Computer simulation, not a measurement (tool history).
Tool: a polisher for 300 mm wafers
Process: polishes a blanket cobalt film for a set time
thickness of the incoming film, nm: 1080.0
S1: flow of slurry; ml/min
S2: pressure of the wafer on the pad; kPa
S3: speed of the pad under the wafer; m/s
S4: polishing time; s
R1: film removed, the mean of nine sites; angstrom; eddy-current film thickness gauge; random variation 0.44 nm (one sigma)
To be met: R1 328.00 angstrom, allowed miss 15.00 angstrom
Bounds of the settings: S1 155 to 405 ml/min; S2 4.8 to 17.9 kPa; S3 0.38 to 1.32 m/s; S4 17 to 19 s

Run 1, hour 0.0: S1 260 ml/min, S2 11.0 kPa, S3 0.84 m/s, S4 19 s. Result: R1 679.20 angstrom.
Run 2, hour 3.2: S1 260 ml/min, S2 10.3 kPa, S3 0.82 m/s, S4 19 s. Result: R1 629.50 angstrom.
Run 3, hour 6.7: S1 260 ml/min, S2 10.3 kPa, S3 0.82 m/s, S4 17 s. Result: R1 558.75 angstrom.
Run 4, hour 8.9: S1 260 ml/min, S2 10.3 kPa, S3 0.82 m/s, S4 19 s. Result: R1 635.35 angstrom.
Run 5, hour 12.8: S1 260 ml/min, S2 9.7 kPa, S3 0.80 m/s, S4 19 s. Result: R1 573.24 angstrom.
Run 6, hour 17.8: S1 260 ml/min, S2 9.0 kPa, S3 0.78 m/s, S4 19 s. Result: R1 517.35 angstrom.
Run 7, hour 23.6: S1 260 ml/min, S2 8.3 kPa, S3 0.78 m/s, S4 19 s. Result: R1 487.49 angstrom.
Run 8, hour 30.4: S1 260 ml/min, S2 4.8 kPa, S3 0.68 m/s, S4 19 s. Result: R1 252.73 angstrom.

Which of these 4 next moves meets every target?
Run A, hour 37.2: S1 280 ml/min, S2 6.2 kPa, S3 0.76 m/s, S4 19 s. Result: R1 ?.
Run B, hour 37.2: S1 300 ml/min, S2 6.2 kPa, S3 0.60 m/s, S4 19 s. Result: R1 ?.
Run C, hour 37.2: S1 245 ml/min, S2 6.2 kPa, S3 0.64 m/s, S4 19 s. Result: R1 ?.
Run D, hour 37.2: S1 240 ml/min, S2 6.2 kPa, S3 0.72 m/s, S4 19 s. Result: R1 ?.

move      R1
   A  353.95
   B  283.85
   C  295.44
   D  330.10
A: takes the result that was furthest off past its target
B: nearer than the last run, and not there yet
C: nearer than the last run, and not there yet
D: meets every target
Move D is the one to make.

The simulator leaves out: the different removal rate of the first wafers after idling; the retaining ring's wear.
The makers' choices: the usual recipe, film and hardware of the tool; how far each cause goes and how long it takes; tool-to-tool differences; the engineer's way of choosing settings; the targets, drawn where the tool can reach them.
